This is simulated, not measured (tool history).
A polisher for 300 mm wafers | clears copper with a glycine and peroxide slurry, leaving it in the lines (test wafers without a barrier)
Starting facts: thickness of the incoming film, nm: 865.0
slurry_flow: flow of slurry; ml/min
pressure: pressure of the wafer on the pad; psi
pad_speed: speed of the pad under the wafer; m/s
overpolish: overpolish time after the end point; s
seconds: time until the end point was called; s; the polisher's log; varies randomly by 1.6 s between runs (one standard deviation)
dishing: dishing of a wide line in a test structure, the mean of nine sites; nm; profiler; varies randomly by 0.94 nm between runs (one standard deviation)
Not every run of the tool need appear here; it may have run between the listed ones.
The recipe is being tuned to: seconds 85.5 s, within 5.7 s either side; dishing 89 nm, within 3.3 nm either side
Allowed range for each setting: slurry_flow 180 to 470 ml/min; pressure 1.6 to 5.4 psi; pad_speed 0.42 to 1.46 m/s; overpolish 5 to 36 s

run,day,slurry_flow,pressure,pad_speed,overpolish,seconds,dishing
1,0,300,3.5,0.94,18,121.1,82.933
2,0.142,300,3.9,0.94,18,108.65,90.175
3,0.346,300,3.9,0.82,18,121.28,80.225
4,0.721,300,3.5,0.82,18,133.69,75.373
5,0.892,300,3.5,0.82,10,134.31,45.338
6,0.979,300,3.8,0.9,11,118.04,55.793
7,1.017,300,4.1,0.94,12,104.45,65.906
8,1.15,300,4.3,0.94,13,105.25,70.148

Next run, 5 choices. One meets every target within its allowed miss, the rest don't. Which?
A,1.283,320,5.1,1.14,11,?,?
B,1.283,310,3.8,0.92,16,?,?
C,1.283,260,5.1,1.28,10,?,?
D,1.283,370,4,1.22,14,?,?
E,1.283,315,4.3,1.16,16,?,?

move,seconds,dishing
A,75.189,79.96
B,113.36,77.021
C,68.682,79.492
D,84.642,87.031
E,84.608,97.031
A: closer than the last run, but not yet in spec
B: closer than the last run, but not yet in spec
C: closer than the last run, but not yet in spec
D: hits every target within its allowed miss
E: takes the result that was furthest off past its target
Correct choice: D, which meets every target
